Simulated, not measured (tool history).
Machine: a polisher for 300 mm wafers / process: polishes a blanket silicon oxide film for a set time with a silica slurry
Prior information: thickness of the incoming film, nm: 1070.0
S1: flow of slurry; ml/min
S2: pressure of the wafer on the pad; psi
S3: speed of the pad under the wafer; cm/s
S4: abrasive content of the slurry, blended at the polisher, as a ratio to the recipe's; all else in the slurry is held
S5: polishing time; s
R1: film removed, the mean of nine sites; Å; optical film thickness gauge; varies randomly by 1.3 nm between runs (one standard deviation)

run,hour,S1,S2,S3,S4,S5,R1
1,0,295,3.9,128,1,40,1232.5
2,8.2,295,3.4,128,1,40,1132.4
3,9.1,295,3.4,128,1,40,1144.8
4,10.4,295,3.4,128,1,40,1128.7
5,12.5,300,4,128,1,40,1266.8
6,15.2,300,4,140,1,40,1376
7,20.8,305,4.3,140,1,40,1443.7

What will run 8 give?
8,23.7,305,4.6,140,1,40,?

R1: 1510.9 Å

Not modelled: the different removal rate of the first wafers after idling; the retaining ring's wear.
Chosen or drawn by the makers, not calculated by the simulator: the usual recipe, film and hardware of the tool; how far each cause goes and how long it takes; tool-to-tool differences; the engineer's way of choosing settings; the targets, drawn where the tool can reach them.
